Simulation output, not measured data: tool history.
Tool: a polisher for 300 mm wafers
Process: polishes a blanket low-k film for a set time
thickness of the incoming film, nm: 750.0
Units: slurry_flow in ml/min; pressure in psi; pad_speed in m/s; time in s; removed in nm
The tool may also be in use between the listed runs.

{"run": 1, "hour": 0.0, "slurry_flow": 300, "pressure": 2.3, "pad_speed": 1.2, "slurry_solids": 1, "time": 108, "removed": 56.55}
{"run": 2, "hour": 3.9, "slurry_flow": 300, "pressure": 2.3, "pad_speed": 1.2, "slurry_solids": 0.9, "time": 108, "removed": 52.012}
{"run": 3, "hour": 7.3, "slurry_flow": 345, "pressure": 2.3, "pad_speed": 1.2, "slurry_solids": 0.9, "time": 108, "removed": 52.515}
{"run": 4, "hour": 10.6, "slurry_flow": 345, "pressure": 2.2, "pad_speed": 1.2, "slurry_solids": 0.9, "time": 108, "removed": 49.361}
{"run": 5, "hour": 17.3, "slurry_flow": 315, "pressure": 2.2, "pad_speed": 1.2, "slurry_solids": 0.9, "time": 108, "removed": 49.859}
{"run": 6, "hour": 19.4, "slurry_flow": 315, "pressure": 2.4, "pad_speed": 1.2, "slurry_solids": 0.9, "time": 108, "removed": 54.223}
{"run": 7, "hour": 24.4, "slurry_flow": 315, "pressure": 2.3, "pad_speed": 1.2, "slurry_solids": 0.9, "time": 108, "removed": 51.58}
{"run": 8, "hour": 26.7, "slurry_flow": 315, "pressure": 2.2, "pad_speed": 1.2, "slurry_solids": 0.9, "time": 108, "removed": 49.596}
{"run": 9, "hour": 32.7, "slurry_flow": 315, "pressure": 2.1, "pad_speed": 1.2, "slurry_solids": 0.9, "time": 108, "removed": 47.588}
{"run": 10, "hour": 38.5, "slurry_flow": 315, "pressure": 2, "pad_speed": 1.2, "slurry_solids": 0.9, "time": 108, "removed": 45.494}

Run 11 comes next. What will it give?
{"run": 11, "hour": 44.9, "slurry_flow": 315, "pressure": 1.8, "pad_speed": 1.2, "slurry_solids": 0.9, "time": 108, "removed": "?"}

Run 11 gave removed 40.95 nm.
